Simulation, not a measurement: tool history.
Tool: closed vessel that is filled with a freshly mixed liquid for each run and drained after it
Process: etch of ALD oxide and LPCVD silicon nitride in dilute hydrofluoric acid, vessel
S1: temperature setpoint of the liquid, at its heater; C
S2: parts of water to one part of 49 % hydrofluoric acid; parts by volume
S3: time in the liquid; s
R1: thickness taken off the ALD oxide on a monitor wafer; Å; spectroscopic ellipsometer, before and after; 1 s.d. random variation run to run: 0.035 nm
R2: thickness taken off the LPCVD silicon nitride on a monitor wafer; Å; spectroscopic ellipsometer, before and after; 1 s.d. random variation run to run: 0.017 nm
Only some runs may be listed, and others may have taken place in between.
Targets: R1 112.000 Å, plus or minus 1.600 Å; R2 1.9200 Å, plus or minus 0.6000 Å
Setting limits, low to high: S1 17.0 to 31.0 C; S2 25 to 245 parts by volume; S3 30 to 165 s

{"run": 1, "hour": 0.0, "S1": 23.0, "S2": 135, "S3": 85, "R1": 135.18, "R2": 2.6442}
{"run": 2, "hour": 5.9, "S1": 21.5, "S2": 135, "S3": 85, "R1": 127.86, "R2": 2.1539}
{"run": 3, "hour": 9.9, "S1": 21.0, "S2": 135, "S3": 85, "R1": 125.39, "R2": 2.2921}
{"run": 4, "hour": 13.3, "S1": 20.0, "S2": 135, "S3": 85, "R1": 120.97, "R2": 2.0104}
{"run": 5, "hour": 18.0, "S1": 20.0, "S2": 135, "S3": 55, "R1": 78.213, "R2": 1.2167}
{"run": 6, "hour": 20.2, "S1": 22.5, "S2": 135, "S3": 55, "R1": 86.195, "R2": 1.7657}
{"run": 7, "hour": 29.1, "S1": 23.5, "S2": 130, "S3": 55, "R1": 93.528, "R2": 1.4747}
{"run": 8, "hour": 30.9, "S1": 26.5, "S2": 120, "S3": 55, "R1": 115.17, "R2": 2.3623}

Which one of the following 4 next-run settings gets every result inside its allowed miss? There is exactly one.
{"run": "A", "hour": 32.7, "S1": 31.0, "S2": 115, "S3": 45, "R1": "?", "R2": "?"}
{"run": "B", "hour": 32.7, "S1": 24.5, "S2": 100, "S3": 45, "R1": "?", "R2": "?"}
{"run": "C", "hour": 32.7, "S1": 24.5, "S2": 75, "S3": 35, "R1": "?", "R2": "?"}
{"run": "D", "hour": 32.7, "S1": 23.5, "S2": 65, "S3": 30, "R1": "?", "R2": "?"}

move=A R1=117.070 R2=2.5935
move=B R1=107.760 R2=1.9774
move=C R1=115.730 R2=2.0436
move=D R1=111.540 R2=1.8872
A: further off than the last run
B: carries the result that was furthest off beyond its target, to the other side
C: further off than the last run
D: each result inside its tolerance
So the answer is move D, the one that meets all the targets.

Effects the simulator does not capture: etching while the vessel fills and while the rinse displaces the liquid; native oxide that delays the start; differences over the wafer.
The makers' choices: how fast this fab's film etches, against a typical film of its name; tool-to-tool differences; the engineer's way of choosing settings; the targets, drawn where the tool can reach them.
